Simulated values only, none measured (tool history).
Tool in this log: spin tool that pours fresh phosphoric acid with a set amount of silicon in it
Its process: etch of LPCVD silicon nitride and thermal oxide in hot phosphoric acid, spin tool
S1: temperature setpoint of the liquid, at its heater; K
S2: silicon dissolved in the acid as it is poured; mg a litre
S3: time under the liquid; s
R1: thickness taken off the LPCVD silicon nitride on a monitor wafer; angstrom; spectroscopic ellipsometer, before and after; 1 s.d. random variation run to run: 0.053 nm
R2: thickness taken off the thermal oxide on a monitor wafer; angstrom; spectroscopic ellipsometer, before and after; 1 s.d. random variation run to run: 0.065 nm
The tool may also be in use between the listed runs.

run 1 hour=0.0 | S1=434.15 S2=24.0 S3=130 | R1=100.440 R2=1.53310
run 2 hour=6.3 | S1=434.15 S2=24.0 S3=95 | R1=72.820 R2=1.69540
run 3 hour=9.3 | S1=434.65 S2=21.0 S3=100 | R1=77.989 R2=2.59450
run 4 hour=10.7 | S1=435.15 S2=22.0 S3=105 | R1=84.168 R2=1.54950
run 5 hour=12.6 | S1=435.15 S2=27.5 S3=105 | R1=83.398 R2=1.77640
run 6 hour=20.5 | S1=435.15 S2=37.5 S3=105 | R1=83.815 R2=0.75241
run 7 hour=25.2 | S1=435.65 S2=33.5 S3=110 | R1=88.514 R2=1.68060
run 8 hour=27.1 | S1=438.15 S2=38.5 S3=150 | R1=133.400 R2=2.04660
run 9 hour=29.9 | S1=438.15 S2=35.0 S3=150 | R1=131.870 R2=2.35360
run 10 hour=32.0 | S1=438.15 S2=32.0 S3=150 | R1=132.290 R2=2.65720
run 11 hour=34.7 | S1=438.15 S2=29.5 S3=150 | R1=132.520 R2=3.04170
run 12 hour=42.1 | S1=438.15 S2=27.5 S3=150 | R1=131.050 R2=3.44090
run 13 hour=49.1 | S1=438.15 S2=26.0 S3=150 | R1=132.290 R2=3.86800
run 14 hour=52.5 | S1=438.15 S2=24.5 S3=150 | R1=132.210 R2=3.38040
run 15 hour=58.2 | S1=438.15 S2=24.5 S3=150 | R1=131.830 R2=3.45780
run 16 hour=61.2 | S1=438.15 S2=22.5 S3=150 | R1=132.320 R2=3.89260
run 17 hour=68.8 | S1=438.15 S2=21.0 S3=150 | R1=131.460 R2=4.66250
run 18 hour=69.9 | S1=438.15 S2=20.5 S3=150 | R1=132.560 R2=4.37070
run 19 hour=74.9 | S1=438.15 S2=19.5 S3=150 | R1=131.700 R2=3.12340

Run 20 comes next. What will it give?
run 20 hour=83.1 | S1=438.15 S2=16.5 S3=150 | R1=? R2=?

R1: 132.600 angstrom
R2: 4.76150 angstrom

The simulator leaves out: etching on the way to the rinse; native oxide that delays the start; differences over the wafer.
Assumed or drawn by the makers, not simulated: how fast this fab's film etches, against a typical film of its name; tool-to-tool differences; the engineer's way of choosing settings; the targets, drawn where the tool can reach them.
